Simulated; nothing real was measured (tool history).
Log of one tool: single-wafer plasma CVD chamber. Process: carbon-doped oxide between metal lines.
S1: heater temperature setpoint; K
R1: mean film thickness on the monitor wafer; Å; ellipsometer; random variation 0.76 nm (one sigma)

{"run": 1, "hour": 0.0, "S1": 598.15, "chamber pressure (Torr)": 4.6, "RF power (kW)": 0.615, "deposition time (s)": 22.7, "R1": 1340.5}
{"run": 2, "hour": 7.0, "S1": 592.15, "chamber pressure (Torr)": 5.03, "RF power (kW)": 0.65, "deposition time (s)": 22.7, "R1": 1445.2}
{"run": 3, "hour": 8.8, "S1": 588.15, "chamber pressure (Torr)": 5.39, "RF power (kW)": 0.665, "deposition time (s)": 22.7, "R1": 1495.2}
{"run": 4, "hour": 10.4, "S1": 585.15, "chamber pressure (Torr)": 5.6, "RF power (kW)": 0.68, "deposition time (s)": 22.7, "R1": 1547.8}
{"run": 5, "hour": 15.9, "S1": 596.15, "chamber pressure (Torr)": 5.6, "RF power (kW)": 0.68, "deposition time (s)": 22.7, "R1": 1495.4}
{"run": 6, "hour": 17.2, "S1": 592.15, "chamber pressure (Torr)": 5.89, "RF power (kW)": 0.69, "deposition time (s)": 22.7, "R1": 1542.0}
{"run": 7, "hour": 18.6, "S1": 588.15, "chamber pressure (Torr)": 6.07, "RF power (kW)": 0.695, "deposition time (s)": 22.7, "R1": 1565.3}

Forecast run 8:
{"run": 8, "hour": 21.7, "S1": 585.15, "chamber pressure (Torr)": 6.19, "RF power (kW)": 0.7, "deposition time (s)": 22.7, "R1": "?"}

R1: 1591.2 Å

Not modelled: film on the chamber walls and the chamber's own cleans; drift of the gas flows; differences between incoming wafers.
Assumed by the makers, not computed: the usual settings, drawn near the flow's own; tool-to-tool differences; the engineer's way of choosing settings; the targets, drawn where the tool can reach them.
